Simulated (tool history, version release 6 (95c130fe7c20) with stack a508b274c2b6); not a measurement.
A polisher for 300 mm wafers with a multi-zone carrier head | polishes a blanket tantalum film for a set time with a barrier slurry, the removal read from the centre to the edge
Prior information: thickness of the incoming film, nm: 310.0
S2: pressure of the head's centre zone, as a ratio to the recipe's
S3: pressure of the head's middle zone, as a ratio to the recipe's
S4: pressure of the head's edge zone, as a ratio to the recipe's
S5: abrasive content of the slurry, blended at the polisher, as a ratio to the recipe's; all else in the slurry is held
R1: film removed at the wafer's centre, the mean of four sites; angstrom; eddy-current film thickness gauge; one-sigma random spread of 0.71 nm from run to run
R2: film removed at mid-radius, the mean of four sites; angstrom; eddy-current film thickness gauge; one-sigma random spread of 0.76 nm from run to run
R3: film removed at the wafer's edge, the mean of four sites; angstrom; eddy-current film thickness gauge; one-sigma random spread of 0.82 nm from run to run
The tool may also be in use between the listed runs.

run 1 hour=0 | flow_of_slurry_(ml/min)=150 S2=1 S3=1 S4=1 S5=1 polishing_time_(s)=69 | R1=995.8 R2=1152.6 R3=1122.1
run 2 hour=2.3 | flow_of_slurry_(ml/min)=145 S2=1 S3=0.97 S4=0.99 S5=0.95 polishing_time_(s)=69 | R1=948.3 R2=1065.5 R3=1116.4
run 3 hour=5.9 | flow_of_slurry_(ml/min)=145 S2=1 S3=0.93 S4=0.99 S5=0.95 polishing_time_(s)=69 | R1=956.57 R2=1027.4 R3=1077.3
run 4 hour=9.1 | flow_of_slurry_(ml/min)=145 S2=0.94 S3=0.93 S4=0.99 S5=0.95 polishing_time_(s)=69 | R1=905.19 R2=1037.5 R3=1091.9
-- hour=11.7 centre zone pressure recalibrated
run 5 hour=11.7 | flow_of_slurry_(ml/min)=140 S2=0.94 S3=0.91 S4=0.97 S5=0.95 polishing_time_(s)=69 | R1=1006.3 R2=1001.5 R3=1081.6
run 6 hour=16.9 | flow_of_slurry_(ml/min)=140 S2=0.94 S3=0.91 S4=0.92 S5=0.95 polishing_time_(s)=69 | R1=998.84 R2=998.92 R3=1054
run 7 hour=20.6 | flow_of_slurry_(ml/min)=140 S2=0.93 S3=0.9 S4=0.92 S5=0.9 polishing_time_(s)=69 | R1=956.73 R2=968.83 R3=1040.1
run 8 hour=28.8 | flow_of_slurry_(ml/min)=140 S2=0.93 S3=0.9 S4=0.92 S5=0.85 polishing_time_(s)=69 | R1=940.65 R2=951 R3=1005.7
run 9 hour=35 | flow_of_slurry_(ml/min)=140 S2=0.93 S3=0.9 S4=0.92 S5=0.85 polishing_time_(s)=69 | R1=936.56 R2=945.53 R3=993.98

Forecast run 10:
run 10 hour=40 | flow_of_slurry_(ml/min)=135 S2=0.92 S3=0.89 S4=0.93 S5=0.85 polishing_time_(s)=69 | R1=? R2=? R3=?

{"run 10": {"R1": 917.16, "R2": 932.85, "R3": 1018.9}}
